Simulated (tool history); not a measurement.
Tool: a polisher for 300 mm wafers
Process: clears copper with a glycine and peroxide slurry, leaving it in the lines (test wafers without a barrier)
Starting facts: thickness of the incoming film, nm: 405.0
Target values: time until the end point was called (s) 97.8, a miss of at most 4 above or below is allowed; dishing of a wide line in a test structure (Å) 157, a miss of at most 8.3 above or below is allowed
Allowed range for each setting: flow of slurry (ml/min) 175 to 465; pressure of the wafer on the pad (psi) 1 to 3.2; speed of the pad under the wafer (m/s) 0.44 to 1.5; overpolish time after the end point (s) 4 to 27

run	hour	flow of slurry (ml/min)	pressure of the wafer on the pad (psi)	speed of the pad under the wafer (m/s)	overpolish time after the end point (s)	time until the end point was called (s)	dishing of a wide line in a test structure (Å)
1	0	295	2.1	0.96	14	103.35	304.48
2	6.4	275	2	1.02	11	104.32	247.21
3	11.4	275	2	1.02	16	103.06	325.85
4	20.2	245	1.9	1.12	12	103.93	263.88
5	24.9	195	1.9	1.12	12	101.62	268.15
6	26.9	195	1.9	0.94	12	117.63	241.59
7	32.2	195	1.9	1.04	9	109.26	200.89
8	35.5	195	2	1.04	8	103.89	189.85
9	38.9	195	2.2	1.02	4	99.229	106.23
10	44.6	195	2.1	1.08	4	100	107.48
11	45.8	195	2	1.12	5	98.91	129.62
12	53.9	195	2	1.14	5	98.816	132.03
13	56.7	195	2	1.16	5	97.652	130.65
14	63	195	1.9	1.18	5	98.7	133.21

Pick the move, out of 5, that brings all results within their allowed miss; only one does.
A	69.3	270	2.4	0.96	6	?	?
B	69.3	180	1.7	1.34	5	?	?
C	69.3	175	2	1.26	5	?	?
D	69.3	235	2.3	1.12	5	?	?
E	69.3	175	2	1.28	5	?	?

move	time until the end point was called (s)	dishing of a wide line in a test structure (Å)
A	98.524	157.27
B	100.56	130.44
C	94.784	137.75
D	91.811	142.06
E	93.697	139.14
A: every result lands within tolerance
B: its largest miss is bigger than the last run's
C: nearer than the last run, and not there yet
D: nearer than the last run, and not there yet
E: nearer than the last run, and not there yet
Answer: A

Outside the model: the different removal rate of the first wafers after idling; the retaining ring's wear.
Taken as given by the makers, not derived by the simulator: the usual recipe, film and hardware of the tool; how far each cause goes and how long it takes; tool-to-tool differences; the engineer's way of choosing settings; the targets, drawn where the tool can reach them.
